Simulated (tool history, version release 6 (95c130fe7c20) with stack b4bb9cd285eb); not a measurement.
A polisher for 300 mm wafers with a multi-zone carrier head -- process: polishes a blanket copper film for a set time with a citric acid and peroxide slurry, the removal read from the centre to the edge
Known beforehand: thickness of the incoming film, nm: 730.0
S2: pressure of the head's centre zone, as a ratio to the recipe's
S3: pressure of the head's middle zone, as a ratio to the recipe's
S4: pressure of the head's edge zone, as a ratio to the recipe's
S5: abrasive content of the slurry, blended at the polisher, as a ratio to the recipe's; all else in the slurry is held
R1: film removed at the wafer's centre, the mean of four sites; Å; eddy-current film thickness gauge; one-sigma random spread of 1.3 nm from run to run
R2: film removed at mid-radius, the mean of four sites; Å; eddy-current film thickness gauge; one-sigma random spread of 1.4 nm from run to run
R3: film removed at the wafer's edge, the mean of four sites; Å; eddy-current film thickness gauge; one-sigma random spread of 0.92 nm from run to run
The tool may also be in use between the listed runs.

run 1 hour=0.0 | flow_of_slurry_(ml/min)=190 S2=1.00 S3=1.00 S4=1.00 S5=1.00 polishing_time_(s)=42 | R1=925.92 R2=991.75 R3=965.55
run 2 hour=6.7 | flow_of_slurry_(ml/min)=190 S2=1.00 S3=1.00 S4=0.98 S5=1.00 polishing_time_(s)=42 | R1=915.06 R2=980.29 R3=947.88
run 3 hour=7.8 | flow_of_slurry_(ml/min)=190 S2=1.00 S3=1.00 S4=1.01 S5=1.00 polishing_time_(s)=42 | R1=933.64 R2=981.00 R3=953.91
run 4 hour=13.7 | flow_of_slurry_(ml/min)=220 S2=1.00 S3=1.00 S4=1.01 S5=1.00 polishing_time_(s)=42 | R1=956.35 R2=1022.60 R3=980.41
run 5 hour=22.6 | flow_of_slurry_(ml/min)=220 S2=1.01 S3=1.00 S4=0.99 S5=0.95 polishing_time_(s)=42 | R1=937.51 R2=978.56 R3=967.37
-- hour=27.9 slurry nozzle cleaned
run 6 hour=27.9 | flow_of_slurry_(ml/min)=220 S2=1.01 S3=1.00 S4=0.99 S5=0.85 polishing_time_(s)=42 | R1=968.17 R2=1028.20 R3=1000.20
run 7 hour=28.8 | flow_of_slurry_(ml/min)=215 S2=1.02 S3=1.01 S4=0.98 S5=0.90 polishing_time_(s)=42 | R1=1031.00 R2=1048.40 R3=1009.70
run 8 hour=34.9 | flow_of_slurry_(ml/min)=215 S2=1.02 S3=1.01 S4=0.97 S5=0.95 polishing_time_(s)=42 | R1=1027.40 R2=1049.70 R3=1010.90
run 9 hour=36.7 | flow_of_slurry_(ml/min)=210 S2=1.02 S3=1.02 S4=0.97 S5=0.95 polishing_time_(s)=41 | R1=1023.70 R2=1023.10 R3=981.45

For run 10, what comes out?
run 10 hour=45.2 | flow_of_slurry_(ml/min)=205 S2=1.01 S3=1.03 S4=0.97 S5=0.95 polishing_time_(s)=40 | R1=? R2=? R3=?

R1: 954.23 Å
R2: 1028.70 Å
R3: 948.64 Å
